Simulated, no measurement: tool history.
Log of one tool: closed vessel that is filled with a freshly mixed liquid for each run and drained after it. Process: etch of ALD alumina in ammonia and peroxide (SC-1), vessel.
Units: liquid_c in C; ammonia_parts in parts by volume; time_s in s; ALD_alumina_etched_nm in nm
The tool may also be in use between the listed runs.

run,day,liquid_c,ammonia_parts,time_s,ALD_alumina_etched_nm
1,0,48,0.85,1710,79.741
2,0.179,48,0.85,1850,85.705
3,0.375,48,0.85,1850,85.353
4,0.667,44.5,0.85,1850,70.743
5,1.025,44,0.85,1850,69.246
6,1.321,38,0.85,1850,48.461
7,1.396,39.5,0.85,1850,52.981
8,1.492,40.5,0.85,1850,56.354

The next listed run, before its measurement:
9,1.583,40.5,0.85,1850,?

Run 9 gave ALD_alumina_etched_nm 56.713 nm.

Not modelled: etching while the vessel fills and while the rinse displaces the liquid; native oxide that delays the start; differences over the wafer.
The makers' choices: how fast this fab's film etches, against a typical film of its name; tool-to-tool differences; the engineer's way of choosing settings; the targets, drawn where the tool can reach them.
